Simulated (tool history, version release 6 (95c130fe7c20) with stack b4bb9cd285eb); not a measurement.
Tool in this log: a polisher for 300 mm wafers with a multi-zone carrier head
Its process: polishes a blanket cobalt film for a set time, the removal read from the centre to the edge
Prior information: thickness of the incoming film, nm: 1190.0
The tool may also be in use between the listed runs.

run	hour	flow of slurry (ml/min)	pressure of the head's centre zone	pressure of the head's middle zone	pressure of the head's edge zone	polishing time (s)	film removed at the wafer's centre (angstrom)	film removed at mid-radius (angstrom)	film removed at the wafer's edge (angstrom)
1	0.0	260	1.00	1.00	1.00	54	3267.7	3150.4	3112.1
2	1.6	305	1.00	1.00	1.00	54	3300.2	3281.0	3198.9
3	9.9	260	1.00	1.00	1.00	54	3265.3	3189.2	3201.5
4	13.6	260	1.00	1.00	1.00	46	2756.7	2716.4	2712.6
5	15.6	260	1.00	1.01	0.97	46	2749.1	2768.3	2641.3
6	21.0	255	1.00	1.01	0.95	46	2724.4	2697.0	2609.4
7	23.0	255	1.00	1.02	0.93	46	2701.1	2780.1	2629.6
8	31.3	255	1.02	1.03	0.91	45	2716.0	2711.6	2536.9
9	32.6	255	1.02	1.04	0.89	45	2716.1	2766.5	2513.5
10	36.3	255	1.02	1.05	0.88	45	2763.7	2758.2	2499.4

The next listed run, before its measurement:
11	40.4	225	0.98	1.10	0.81	44	?	?	?

Logged for run 11: film removed at the wafer's centre (angstrom) 2523.3, film removed at mid-radius (angstrom) 2803.3, film removed at the wafer's edge (angstrom) 2313.7.
